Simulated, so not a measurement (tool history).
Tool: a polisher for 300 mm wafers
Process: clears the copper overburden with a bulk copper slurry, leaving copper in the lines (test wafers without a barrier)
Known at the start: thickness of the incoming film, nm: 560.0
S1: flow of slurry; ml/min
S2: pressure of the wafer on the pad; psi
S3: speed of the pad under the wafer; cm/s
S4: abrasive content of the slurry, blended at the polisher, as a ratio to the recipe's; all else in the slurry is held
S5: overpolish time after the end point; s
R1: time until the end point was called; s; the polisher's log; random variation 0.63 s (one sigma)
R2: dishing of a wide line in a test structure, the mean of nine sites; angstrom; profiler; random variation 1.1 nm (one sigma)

run,hour,S1,S2,S3,S4,S5,R1,R2
1,0,230,2,106,1,12,84.756,475.54
2,6.8,180,2,106,1,12,85.664,463.99
3,9.5,180,2,82,1,12,106.13,400.19
4,17.8,180,2.2,82,1,11,95.911,382.85
5,26.1,180,2.4,82,1,11,89.034,430.62
6,32.9,180,2.5,84,1,10,84.159,413.64
7,33.5,180,2.6,86,1,10,80.373,434.01
8,36.9,180,2.7,88,1,10,76.999,463.06
9,41.8,180,2.8,90,1,9,72.126,445.05
10,44.4,180,2.9,92,1,9,70.133,464.42

Run 11 comes next. What will it give?
11,49.6,190,3.1,102,1,7,?,?

Run 11 gave R1 59.778 s, R2 409.13 angstrom.
